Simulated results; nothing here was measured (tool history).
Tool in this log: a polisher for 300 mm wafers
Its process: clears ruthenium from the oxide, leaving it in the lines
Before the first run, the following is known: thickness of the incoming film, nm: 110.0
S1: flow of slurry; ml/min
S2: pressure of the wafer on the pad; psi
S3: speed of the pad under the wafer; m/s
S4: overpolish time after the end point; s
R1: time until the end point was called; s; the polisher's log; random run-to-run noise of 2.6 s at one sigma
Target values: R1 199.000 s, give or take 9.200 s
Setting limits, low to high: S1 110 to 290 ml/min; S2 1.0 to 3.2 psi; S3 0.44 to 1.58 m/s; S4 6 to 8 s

run  hour   S1   S2    S3  S4       R1
  1   0.0  185  2.1  1.00   8  110.520
  2   8.6  185  2.4  1.00   8   97.909
  3  15.8  210  2.4  1.00   8   96.767
  4  23.8  210  2.2  1.00   8  103.710
  5  25.8  210  2.0  0.96   8  120.450
  6  28.7  210  2.0  1.06   8  107.660
  7  29.3  210  2.0  1.06   8  106.840
  8  33.6  205  1.4  0.88   8  183.980

Next run, 4 choices. One meets every target within its allowed miss, the rest don't. Which?
  A  37.9  235  1.3  0.98   8   ?
  B  37.9  185  1.4  0.74   8   ?
  C  37.9  165  1.6  0.74   6   ?
  D  37.9  195  2.1  0.50   6   ?

move       R1
   A  174.800
   B  219.740
   C  197.040
   D  212.520
A: its largest miss is bigger than the last run's
B: carries the result that was furthest off beyond its target, to the other side
C: hits every target within its allowed miss
D: carries the result that was furthest off beyond its target, to the other side
Correct choice: C, which meets every target
